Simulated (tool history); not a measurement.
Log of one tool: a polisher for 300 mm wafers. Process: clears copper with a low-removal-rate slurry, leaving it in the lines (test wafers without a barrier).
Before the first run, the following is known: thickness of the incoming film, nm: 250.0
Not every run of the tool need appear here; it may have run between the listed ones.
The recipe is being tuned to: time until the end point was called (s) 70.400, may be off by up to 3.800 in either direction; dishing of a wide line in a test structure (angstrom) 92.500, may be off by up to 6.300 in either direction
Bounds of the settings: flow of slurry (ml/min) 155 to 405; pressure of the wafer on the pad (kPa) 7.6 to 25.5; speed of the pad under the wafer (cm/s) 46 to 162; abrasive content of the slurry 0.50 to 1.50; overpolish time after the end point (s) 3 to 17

run  hour  flow of slurry (ml/min)  pressure of the wafer on the pad (kPa)  speed of the pad under the wafer (cm/s)  abrasive content of the slurry  overpolish time after the end point (s)  time until the end point was called (s)  dishing of a wide line in a test structure (angstrom)
  1   0.0                      260                                    16.5                                      104                            1.00                                        9                                  101.710                                                186.140
  2   5.4                      260                                    17.2                                      106                            1.00                                        8                                   96.555                                                172.170
  3   8.5                      260                                    17.2                                      106                            1.00                                        5                                   99.668                                                109.860
  4  12.3                      260                                    17.9                                      108                            1.00                                        5                                   93.749                                                116.010
  5  19.4                      255                                    19.3                                      106                            0.95                                        5                                   93.061                                                117.960
  6  26.5                      255                                    20.0                                      108                            1.00                                        5                                   89.064                                                124.020
  7  30.2                      270                                    19.3                                      114                            0.90                                        5                                   88.494                                                123.110
  8  30.9                      295                                    20.0                                      118                            0.80                                        5                                   86.175                                                123.280
  9  37.8                      320                                    20.7                                      120                            0.75                                        5                                   80.418                                                125.540
 10  41.2                      340                                    21.4                                      118                            0.70                                        5                                   83.763                                                131.790
 11  43.5                      305                                    21.4                                      124                            0.65                                        5                                   81.137                                                137.950
 12  50.9                      375                                    17.9                                      120                            0.90                                        3                                   85.873                                                 75.285
 13  57.3                      375                                    18.6                                      122                            0.90                                        3                                   83.498                                                 78.502
 14  61.3                      375                                    19.3                                      124                            0.90                                        3                                   77.861                                                 83.943
 15  65.3                      375                                    20.0                                      126                            0.90                                        3                                   76.865                                                 84.232
 16  74.3                      375                                    20.7                                      126                            0.90                                        3                                   75.141                                                 89.206
 17  78.6                      380                                    20.7                                      126                            0.90                                        3                                   74.303                                                 89.235

Which of these 4 next moves meets every target?
  A  82.9                      385                                    21.4                                      118                            0.85                                        3                                        ?                                                      ?
  B  82.9                      360                                    20.7                                      122                            0.85                                        3                                        ?                                                      ?
  C  82.9                      405                                    17.9                                      142                            1.00                                        3                                        ?                                                      ?
  D  82.9                      375                                    22.1                                      116                            0.85                                        3                                        ?                                                      ?

move  time until the end point was called (s)  dishing of a wide line in a test structure (angstrom)
   A                                   77.253                                                 83.014
   B                                   77.012                                                 83.251
   C                                   70.315                                                 90.870
   D                                   76.950                                                 83.347
A: lands further from the targets than the last run did
B: lands further from the targets than the last run did
C: meets every target
D: lands further from the targets than the last run did
Go with C: it meets all targets.

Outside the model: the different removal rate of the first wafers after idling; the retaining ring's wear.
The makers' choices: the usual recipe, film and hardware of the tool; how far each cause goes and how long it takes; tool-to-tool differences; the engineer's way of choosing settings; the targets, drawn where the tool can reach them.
